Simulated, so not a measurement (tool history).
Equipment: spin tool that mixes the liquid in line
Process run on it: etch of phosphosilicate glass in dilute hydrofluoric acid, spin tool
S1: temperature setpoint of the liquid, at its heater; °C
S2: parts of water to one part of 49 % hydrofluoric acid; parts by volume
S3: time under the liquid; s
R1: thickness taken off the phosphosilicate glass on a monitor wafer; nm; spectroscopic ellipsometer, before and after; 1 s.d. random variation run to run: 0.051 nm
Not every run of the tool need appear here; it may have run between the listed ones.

{"run": 1, "hour": 0.0, "S1": 25, "S2": 245, "S3": 15, "R1": 6.7186}
{"run": 2, "hour": 8.7, "S1": 23.5, "S2": 245, "S3": 15, "R1": 6.3626}
{"run": 3, "hour": 16.5, "S1": 25, "S2": 245, "S3": 15, "R1": 6.6801}
{"run": 4, "hour": 21.4, "S1": 25, "S2": 285, "S3": 15, "R1": 5.5241}
{"run": 5, "hour": 30.0, "S1": 26.5, "S2": 280, "S3": 15, "R1": 5.9585}
{"run": 6, "hour": 34.6, "S1": 26.5, "S2": 280, "S3": 15, "R1": 5.9095}
{"run": 7, "hour": 37.2, "S1": 30.5, "S2": 260, "S3": 15, "R1": 7.4342}

What will run 8 give?
{"run": 8, "hour": 41.7, "S1": 31, "S2": 260, "S3": 15, "R1": "?"}

Run 8 came out at R1 7.6576 nm.

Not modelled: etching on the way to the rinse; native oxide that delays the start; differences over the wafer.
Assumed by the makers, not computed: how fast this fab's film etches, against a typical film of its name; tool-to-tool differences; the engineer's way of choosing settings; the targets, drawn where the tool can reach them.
